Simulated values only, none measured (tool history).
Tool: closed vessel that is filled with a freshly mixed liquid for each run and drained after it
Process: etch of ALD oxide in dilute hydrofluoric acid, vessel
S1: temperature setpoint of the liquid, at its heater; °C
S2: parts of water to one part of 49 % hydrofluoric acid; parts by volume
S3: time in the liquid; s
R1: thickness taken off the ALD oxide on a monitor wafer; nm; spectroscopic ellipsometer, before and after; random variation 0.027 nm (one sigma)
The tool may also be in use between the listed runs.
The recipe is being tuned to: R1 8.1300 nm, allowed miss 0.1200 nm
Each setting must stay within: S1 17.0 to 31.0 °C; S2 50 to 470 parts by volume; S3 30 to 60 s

run	hour	S1	S2	S3	R1
1	0.0	23.0	260	60	6.2035
2	4.8	24.0	260	60	6.4134
3	10.1	24.0	165	60	11.2560
4	12.6	24.0	90	60	22.4370
5	14.5	20.5	90	60	19.4040
6	19.3	20.0	105	60	15.9980
7	26.0	19.5	115	60	14.2660
8	27.3	19.0	125	60	12.7100
9	33.0	17.0	205	60	6.6345

Exactly one of the 4 candidate moves below puts every result within its allowed miss. Which one?
A	38.7	19.0	175	60	?
B	38.7	19.0	165	30	?
C	38.7	17.5	185	60	?
D	38.7	17.5	175	60	?

move	R1
A	8.6373
B	4.6260
C	7.6231
D	8.1354
A: moves the result that the last run missed by most past its target, out the other side
B: the biggest miss grows against the last run
C: an improvement on the last run, though not all results are within tolerance
D: all results in spec
D meets every target.
